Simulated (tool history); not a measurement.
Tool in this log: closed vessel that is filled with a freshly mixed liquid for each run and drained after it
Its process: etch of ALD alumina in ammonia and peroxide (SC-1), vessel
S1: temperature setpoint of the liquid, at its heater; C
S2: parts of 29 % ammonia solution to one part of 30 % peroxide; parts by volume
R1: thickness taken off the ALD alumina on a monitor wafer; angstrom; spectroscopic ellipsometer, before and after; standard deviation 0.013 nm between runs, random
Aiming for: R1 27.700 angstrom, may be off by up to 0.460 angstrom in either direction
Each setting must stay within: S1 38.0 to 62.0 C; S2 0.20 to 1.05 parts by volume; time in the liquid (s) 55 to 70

run 1 hour=0.0 | S1=46.0 S2=0.55 time_in_the_liquid_(s)=70 | R1=24.797
run 2 hour=8.5 | S1=39.5 S2=0.55 time_in_the_liquid_(s)=70 | R1=17.131
run 3 hour=10.1 | S1=42.0 S2=0.55 time_in_the_liquid_(s)=70 | R1=19.958
run 4 hour=17.5 | S1=38.0 S2=0.55 time_in_the_liquid_(s)=70 | R1=15.644
run 5 hour=26.4 | S1=40.5 S2=0.55 time_in_the_liquid_(s)=70 | R1=18.350
run 6 hour=29.8 | S1=42.5 S2=0.55 time_in_the_liquid_(s)=70 | R1=20.404
run 7 hour=32.1 | S1=49.0 S2=0.55 time_in_the_liquid_(s)=70 | R1=29.825
run 8 hour=40.7 | S1=48.5 S2=0.55 time_in_the_liquid_(s)=70 | R1=28.733

Which one of the following 5 next-run settings gets every result inside its allowed miss? There is exactly one.
run A hour=49.3 | S1=49.5 S2=0.65 time_in_the_liquid_(s)=65 | R1=?
run B hour=49.3 | S1=49.5 S2=0.60 time_in_the_liquid_(s)=70 | R1=?
run C hour=49.3 | S1=48.5 S2=0.35 time_in_the_liquid_(s)=70 | R1=?
run D hour=49.3 | S1=49.5 S2=0.50 time_in_the_liquid_(s)=70 | R1=?
run E hour=49.3 | S1=48.5 S2=0.70 time_in_the_liquid_(s)=70 | R1=?

move=A R1=28.676
move=B R1=30.648
move=C R1=27.548
move=D R1=30.122
move=E R1=29.425
A: moves toward the targets from the last run without getting all of them in spec
B: the biggest miss grows against the last run
C: every result within its allowed miss
D: the biggest miss grows against the last run
E: the biggest miss grows against the last run
C is the move that brings every result within its allowed miss.
